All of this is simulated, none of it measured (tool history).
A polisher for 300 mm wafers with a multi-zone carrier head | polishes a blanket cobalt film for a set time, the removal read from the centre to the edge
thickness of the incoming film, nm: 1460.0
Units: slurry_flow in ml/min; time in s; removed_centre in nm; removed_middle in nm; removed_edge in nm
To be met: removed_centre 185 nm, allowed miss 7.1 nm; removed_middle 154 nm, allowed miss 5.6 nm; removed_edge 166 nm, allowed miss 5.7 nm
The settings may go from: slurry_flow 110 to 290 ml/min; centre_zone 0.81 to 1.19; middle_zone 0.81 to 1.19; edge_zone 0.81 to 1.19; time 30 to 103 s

{"run": 1, "hour": 0.0, "slurry_flow": 185, "centre_zone": 1, "middle_zone": 1, "edge_zone": 1, "time": 66, "removed_centre": 295.53, "removed_middle": 294.61, "removed_edge": 287.51}
{"run": 2, "hour": 2.5, "slurry_flow": 175, "centre_zone": 1.01, "middle_zone": 0.95, "edge_zone": 0.97, "time": 57, "removed_centre": 256.29, "removed_middle": 246.78, "removed_edge": 247.67}
{"run": 3, "hour": 6.3, "slurry_flow": 170, "centre_zone": 1.03, "middle_zone": 0.92, "edge_zone": 0.95, "time": 50, "removed_centre": 225.45, "removed_middle": 212.37, "removed_edge": 211.14}
{"run": 4, "hour": 8.9, "slurry_flow": 160, "centre_zone": 1.05, "middle_zone": 0.89, "edge_zone": 0.95, "time": 47, "removed_centre": 209.52, "removed_middle": 189.29, "removed_edge": 197.09}
{"run": 5, "hour": 16.0, "slurry_flow": 160, "centre_zone": 1.05, "middle_zone": 0.89, "edge_zone": 0.89, "time": 47, "removed_centre": 217.56, "removed_middle": 187.46, "removed_edge": 195.4}
{"run": 6, "hour": 24.9, "slurry_flow": 155, "centre_zone": 1.05, "middle_zone": 0.88, "edge_zone": 0.88, "time": 45, "removed_centre": 208.64, "removed_middle": 176.58, "removed_edge": 184.61}
{"run": 7, "hour": 31.7, "slurry_flow": 150, "centre_zone": 1.04, "middle_zone": 0.87, "edge_zone": 0.87, "time": 44, "removed_centre": 194.72, "removed_middle": 173.05, "removed_edge": 178.83}
{"run": 8, "hour": 35.4, "slurry_flow": 140, "centre_zone": 1.05, "middle_zone": 0.85, "edge_zone": 0.86, "time": 44, "removed_centre": 194.69, "removed_middle": 167.49, "removed_edge": 174.81}
{"run": 9, "hour": 39.6, "slurry_flow": 120, "centre_zone": 1.04, "middle_zone": 0.81, "edge_zone": 0.85, "time": 42, "removed_centre": 175.18, "removed_middle": 146, "removed_edge": 160.38}

Which of these 5 next moves meets every target?
{"run": "A", "hour": 43.8, "slurry_flow": 205, "centre_zone": 1.03, "middle_zone": 0.81, "edge_zone": 0.87, "time": 39, "removed_centre": "?", "removed_middle": "?", "removed_edge": "?"}
{"run": "B", "hour": 43.8, "slurry_flow": 135, "centre_zone": 1.01, "middle_zone": 0.86, "edge_zone": 0.84, "time": 40, "removed_centre": "?", "removed_middle": "?", "removed_edge": "?"}
{"run": "C", "hour": 43.8, "slurry_flow": 125, "centre_zone": 1.17, "middle_zone": 0.93, "edge_zone": 0.81, "time": 39, "removed_centre": "?", "removed_middle": "?", "removed_edge": "?"}
{"run": "D", "hour": 43.8, "slurry_flow": 145, "centre_zone": 1.05, "middle_zone": 0.95, "edge_zone": 0.84, "time": 42, "removed_centre": "?", "removed_middle": "?", "removed_edge": "?"}
{"run": "E", "hour": 43.8, "slurry_flow": 140, "centre_zone": 1.17, "middle_zone": 0.91, "edge_zone": 0.81, "time": 39, "removed_centre": "?", "removed_middle": "?", "removed_edge": "?"}

move=A removed_centre=180.83 removed_middle=151.98 removed_edge=165.79
move=B removed_centre=166.59 removed_middle=149.8 removed_edge=158.18
move=C removed_centre=180.37 removed_middle=151.2 removed_edge=150.04
move=D removed_centre=184.39 removed_middle=171.56 removed_edge=167.92
move=E removed_centre=186.25 removed_middle=153.18 removed_edge=153.12
A: meets every target
B: brings the result that was furthest off to its target, and leaves another outside
C: brings the result that was furthest off to its target, and leaves another outside
D: takes the result that was furthest off past its target
E: brings the result that was furthest off to its target, and leaves another outside
Answer: A
